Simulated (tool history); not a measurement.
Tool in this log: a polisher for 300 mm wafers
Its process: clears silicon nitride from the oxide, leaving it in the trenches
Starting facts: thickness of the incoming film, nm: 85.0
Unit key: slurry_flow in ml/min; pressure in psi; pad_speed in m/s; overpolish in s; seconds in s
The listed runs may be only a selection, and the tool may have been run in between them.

run	hour	slurry_flow	pressure	pad_speed	overpolish	seconds
1	0.0	285	2.5	1.28	12	83.520
2	7.2	285	2.5	1.28	12	82.864
3	15.6	345	2.5	1.28	12	81.050
4	21.2	345	2.4	1.28	12	84.976
5	22.8	405	2.4	1.28	12	86.583
6	24.2	405	2.4	1.58	12	70.088

Estimate the outcome of run 7 from the log above:
7	26.6	405	2.3	1.58	12	?

Run 7 produced seconds 72.634 s.

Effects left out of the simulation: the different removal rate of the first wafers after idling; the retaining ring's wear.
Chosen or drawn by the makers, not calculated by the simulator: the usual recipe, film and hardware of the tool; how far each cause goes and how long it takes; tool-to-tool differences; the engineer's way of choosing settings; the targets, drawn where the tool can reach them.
